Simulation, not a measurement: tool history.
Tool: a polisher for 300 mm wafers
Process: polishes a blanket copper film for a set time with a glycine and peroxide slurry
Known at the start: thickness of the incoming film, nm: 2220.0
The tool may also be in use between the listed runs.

run,hour,flow of slurry (ml/min),pressure of the wafer on the pad (psi),speed of the pad under the wafer (m/s),polishing time (s),film removed (angstrom)
1,0,200,2.8,1.22,51,3209.5
2,5.7,200,2.5,1.22,51,2904.3
3,7.5,200,2.5,1.22,51,2912.2
4,9,200,2.5,1.1,51,2631.4
5,10.5,200,2.5,1.1,51,2679.9
6,13,200,2.5,1.28,51,3012.8
7,16.3,200,2.7,1.28,51,3235.4
8,22.9,200,2.8,1.28,51,3344.4
9,26.8,220,3.6,1.32,51,4316.5
10,28.4,220,3.7,1.32,51,4289.4

Forecast run 11:
11,36.8,220,3.8,1.32,51,?

{"run 11": {"film removed (angstrom)": 4469.8}}
